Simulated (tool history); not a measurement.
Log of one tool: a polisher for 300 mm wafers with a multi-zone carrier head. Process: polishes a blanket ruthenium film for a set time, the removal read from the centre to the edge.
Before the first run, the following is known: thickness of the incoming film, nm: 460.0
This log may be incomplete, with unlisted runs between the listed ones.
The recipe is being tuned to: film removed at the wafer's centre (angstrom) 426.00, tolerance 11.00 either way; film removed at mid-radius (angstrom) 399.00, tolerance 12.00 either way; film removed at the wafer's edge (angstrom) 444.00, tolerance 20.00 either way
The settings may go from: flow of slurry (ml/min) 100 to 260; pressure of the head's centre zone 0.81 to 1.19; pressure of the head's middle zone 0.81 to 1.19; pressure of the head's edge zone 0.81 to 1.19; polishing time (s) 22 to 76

run  hour  flow of slurry (ml/min)  pressure of the head's centre zone  pressure of the head's middle zone  pressure of the head's edge zone  polishing time (s)  film removed at the wafer's centre (angstrom)  film removed at mid-radius (angstrom)  film removed at the wafer's edge (angstrom)
  1   0.0                      165                                1.00                                1.00                              1.00                  49                                         375.73                                 382.71                                       385.15
  2   5.6                      170                                1.00                                0.99                              1.02                  49                                         371.11                                 383.22                                       385.71
  3  12.5                      170                                1.00                                1.04                              1.02                  49                                         375.16                                 393.05                                       388.59
  4  16.4                      170                                1.00                                1.04                              0.98                  49                                         372.79                                 390.95                                       377.82
  5  23.5                      175                                1.01                                1.03                              1.00                  49                                         379.58                                 390.24                                       390.49
  6  28.2                      175                                1.01                                1.03                              1.00                  39                                         304.67                                 312.16                                       306.06
  7  33.8                      180                                1.02                                1.02                              1.02                  40                                         319.84                                 318.79                                       317.35
  8  37.2                      180                                1.02                                1.01                              1.04                  41                                         321.84                                 324.86                                       334.42
  9  38.7                      185                                1.04                                1.02                              1.06                  42                                         341.30                                 339.09                                       341.91
 10  39.4                      190                                1.04                                1.01                              1.07                  43                                         344.94                                 343.14                                       352.47
 11  47.8                      190                                1.05                                1.01                              1.08                  44                                         364.31                                 356.06                                       370.71
 12  49.8                      195                                1.06                                1.01                              1.09                  44                                         366.74                                 356.18                                       368.13
 13  58.0                      195                                1.06                                1.00                              1.10                  45                                         376.46                                 357.70                                       371.77
 14  64.0                      215                                1.01                                0.96                              1.19                  53                                         423.01                                 417.64                                       458.77
 15  70.4                      210                                1.02                                0.94                              1.17                  53                                         431.83                                 412.32                                       459.83

5 candidate next runs follow, results not yet known. Just one meets every target within its allowed miss. Identify it.
  A  76.8                      205                                1.10                                0.86                              1.16                  51                                              ?                                      ?                                            ?
  B  76.8                      160                                1.09                                0.89                              1.19                  52                                              ?                                      ?                                            ?
  C  76.8                      205                                1.06                                0.84                              1.19                  51                                              ?                                      ?                                            ?
  D  76.8                      190                                1.06                                0.96                              1.18                  51                                              ?                                      ?                                            ?
  E  76.8                      225                                1.02                                0.91                              1.18                  55                                              ?                                      ?                                            ?

move  film removed at the wafer's centre (angstrom)  film removed at mid-radius (angstrom)  film removed at the wafer's edge (angstrom)
   A                                         441.78                                 375.45                                       442.05
   B                                         426.57                                 374.69                                       443.19
   C                                         425.56                                 370.66                                       448.06
   D                                         420.44                                 395.27                                       441.83
   E                                         447.97                                 423.55                                       485.39
A: the result that was furthest off in the last run now lies on the other side of its target
B: the result that was furthest off in the last run now lies on the other side of its target
C: the result that was furthest off in the last run now lies on the other side of its target
D: hits every target within its allowed miss
E: its largest miss is bigger than the last run's
D meets every target.
